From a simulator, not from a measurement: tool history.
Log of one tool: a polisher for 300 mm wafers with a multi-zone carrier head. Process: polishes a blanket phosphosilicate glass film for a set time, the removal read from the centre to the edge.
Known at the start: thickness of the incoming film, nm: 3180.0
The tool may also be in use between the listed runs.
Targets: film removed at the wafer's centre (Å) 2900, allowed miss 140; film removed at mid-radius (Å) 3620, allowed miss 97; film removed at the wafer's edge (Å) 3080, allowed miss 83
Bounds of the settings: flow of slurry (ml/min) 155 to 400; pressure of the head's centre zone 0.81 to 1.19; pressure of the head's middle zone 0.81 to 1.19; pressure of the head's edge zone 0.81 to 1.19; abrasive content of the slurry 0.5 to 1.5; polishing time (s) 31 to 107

run	hour	flow of slurry (ml/min)	pressure of the head's centre zone	pressure of the head's middle zone	pressure of the head's edge zone	abrasive content of the slurry	polishing time (s)	film removed at the wafer's centre (Å)	film removed at mid-radius (Å)	film removed at the wafer's edge (Å)
1	0	255	1	1	1	1	69	4785.3	4867.1	4786.5
2	2	255	1.08	1	1	1	69	5186.1	4882	4697.3
3	8.5	250	1.02	1.03	0.96	0.85	66	4149.8	4302	3980.2
4	16.7	250	1.02	1	0.96	0.85	66	4308.8	4111.5	3984.5
5	19.4	240	0.97	1.03	0.92	0.75	66	3633.1	3830.4	3545.6
6	27.4	225	0.94	1.05	0.89	0.75	66	3369.1	3838.1	3484.5
7	34.4	220	0.93	1.06	0.87	0.7	66	3138.9	3681.1	3239.6
8	39.1	220	0.93	1.06	0.87	0.7	66	3266.9	3673.8	3274.9
9	41.2	210	0.91	1.07	0.86	0.7	66	3123.5	3630.4	3224.3
10	49.1	205	0.9	1.08	0.85	0.7	66	3023.4	3698.6	3190.5

4 next moves are on the table. One of them brings every result within its allowed miss. Which?
A	57	195	0.91	1.14	0.91	0.5	91	?	?	?
B	57	215	0.93	1.12	0.84	0.65	73	?	?	?
C	57	245	0.99	1.09	0.94	0.75	59	?	?	?
D	57	285	0.91	1.04	0.92	0.95	50	?	?	?

move	film removed at the wafer's centre (Å)	film removed at mid-radius (Å)	film removed at the wafer's edge (Å)
A	2841.5	3589.4	3078.3
B	3243.1	3940.6	3305.8
C	3246.4	3610.3	3238
D	3065.4	3561.7	3280.4
A: meets every target
B: further off than the last run
C: further off than the last run
D: further off than the last run
Answer: A
